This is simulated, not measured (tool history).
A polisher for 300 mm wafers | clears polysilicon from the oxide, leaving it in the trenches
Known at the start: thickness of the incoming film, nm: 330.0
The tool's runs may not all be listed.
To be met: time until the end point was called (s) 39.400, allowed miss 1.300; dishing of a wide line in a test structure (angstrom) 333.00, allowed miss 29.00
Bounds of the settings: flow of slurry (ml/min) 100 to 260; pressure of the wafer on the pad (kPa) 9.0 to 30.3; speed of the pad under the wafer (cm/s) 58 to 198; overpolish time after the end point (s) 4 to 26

run	hour	flow of slurry (ml/min)	pressure of the wafer on the pad (kPa)	speed of the pad under the wafer (cm/s)	overpolish time after the end point (s)	time until the end point was called (s)	dishing of a wide line in a test structure (angstrom)
1	0.0	165	19.3	128	13	16.236	399.64
2	3.3	160	16.5	116	10	20.506	373.03
3	9.6	160	16.5	116	6	20.744	355.15
4	17.0	160	16.5	106	6	22.508	330.76
5	23.1	155	14.5	100	7	26.487	336.56
6	27.5	150	13.1	96	8	30.448	334.46
7	31.3	145	11.7	96	8	34.159	325.88
8	35.1	135	11.0	96	9	36.563	310.05
9	39.5	135	11.0	96	11	35.909	338.25
10	43.2	125	9.0	96	10	44.698	322.31
11	45.3	135	9.0	96	10	43.521	311.16
12	53.3	100	12.4	96	12	34.263	363.23
13	59.8	105	11.7	96	11	35.565	347.28

Which of these 5 next moves meets every target?
A	66.3	115	11.0	116	16	?	?
B	66.3	120	11.7	84	10	?	?
C	66.3	110	13.1	108	8	?	?
D	66.3	135	11.7	110	7	?	?
E	66.3	145	11.7	98	9	?	?

move	time until the end point was called (s)	dishing of a wide line in a test structure (angstrom)
A	32.155	387.50
B	39.316	348.30
C	29.176	355.28
D	31.026	335.84
E	33.813	352.60
A: further off than the last run
B: meets every target
C: further off than the last run
D: further off than the last run
E: further off than the last run
Move B is the one to make.
